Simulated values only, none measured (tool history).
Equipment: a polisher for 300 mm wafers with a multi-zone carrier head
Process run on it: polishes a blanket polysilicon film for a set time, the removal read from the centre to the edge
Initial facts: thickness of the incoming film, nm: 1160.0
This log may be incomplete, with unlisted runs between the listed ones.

| run | hour | flow of slurry (ml/min) | pressure of the head's centre zone | pressure of the head's middle zone | pressure of the head's edge zone | polishing time (s) | film removed at the wafer's centre (Å) | film removed at mid-radius (Å) | film removed at the wafer's edge (Å) |
|---|---|---|---|---|---|---|---|---|---|
| 1 | 0.0 | 210 | 1.00 | 1.00 | 1.00 | 59 | 3856.4 | 3908.9 | 3979.9 |
| 2 | 8.0 | 220 | 0.97 | 1.03 | 1.04 | 62 | 4034.4 | 4259.9 | 4223.1 |
| 3 | 11.6 | 220 | 1.02 | 1.03 | 1.04 | 62 | 4235.6 | 4273.9 | 4248.3 |
| 4 | 13.4 | 220 | 1.02 | 1.03 | 1.04 | 72 | 4929.0 | 4914.2 | 4880.9 |
| 5 | 14.0 | 220 | 1.02 | 1.11 | 1.04 | 72 | 4896.3 | 5214.9 | 4886.5 |
| 6 | 14.5 | 220 | 1.02 | 1.11 | 0.98 | 72 | 4937.6 | 5335.8 | 4781.1 |
| 7 | 15.4 | 215 | 0.98 | 1.12 | 1.01 | 73 | 4749.5 | 5355.8 | 4870.0 |
| 8 | 18.5 | 210 | 0.95 | 1.13 | 1.04 | 74 | 4596.6 | 5494.9 | 4917.8 |
| 9 | 19.7 | 205 | 0.93 | 1.12 | 1.07 | 75 | 4618.6 | 5417.2 | 5165.3 |
| 10 | 27.5 | 205 | 0.91 | 1.13 | 1.08 | 75 | 4507.0 | 5576.6 | 5244.0 |

What does the tool deliver on the next run?
| 11 | 31.3 | 200 | 0.86 | 1.13 | 1.15 | 75 | ? | ? | ? |

{"run 11": {"film removed at the wafer's centre (Å)": 4223.1, "film removed at mid-radius (Å)": 5508.1, "film removed at the wafer's edge (Å)": 5451.4}}

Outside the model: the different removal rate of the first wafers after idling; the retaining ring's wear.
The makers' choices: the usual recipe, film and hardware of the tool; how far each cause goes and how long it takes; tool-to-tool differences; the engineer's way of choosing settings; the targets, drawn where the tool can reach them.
